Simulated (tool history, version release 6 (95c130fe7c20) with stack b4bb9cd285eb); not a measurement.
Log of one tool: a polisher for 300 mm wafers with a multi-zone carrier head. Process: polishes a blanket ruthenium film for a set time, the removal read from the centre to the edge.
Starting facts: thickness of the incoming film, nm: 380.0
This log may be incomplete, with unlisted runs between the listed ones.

run,hour,flow of slurry (ml/min),pressure of the head's centre zone,pressure of the head's middle zone,pressure of the head's edge zone,polishing time (s),film removed at the wafer's centre (Å),film removed at mid-radius (Å),film removed at the wafer's edge (Å)
1,0,125,1,1,1,31,477.66,463.82,470.63
2,6.1,125,1.03,1,1,31,483.32,465.33,471.71
3,7.9,125,1.04,0.99,0.98,29,457.47,424.81,434.86
4,10,125,1.04,0.99,0.9,29,453.44,429.04,417.76
5,12.8,125,1.04,1.07,0.9,29,456.63,458.89,421.82
6,18.9,125,1.05,1.06,0.89,28,438.27,444.92,401.82
7,24.3,120,1.06,1.04,0.88,27,430.56,409.81,382.47
8,31.3,120,1.06,1.03,0.87,26,411.78,397.73,368.77
9,35.7,115,1.07,1.02,0.86,25,389.25,371.79,349.78

Run 10, settings as shown, results not yet in. Your forecast:
10,43.9,110,1.08,1.02,0.85,25,?,?,?

{"run 10": {"film removed at the wafer's centre (Å)": 392.89, "film removed at mid-radius (Å)": 370.58, "film removed at the wafer's edge (Å)": 343.09}}
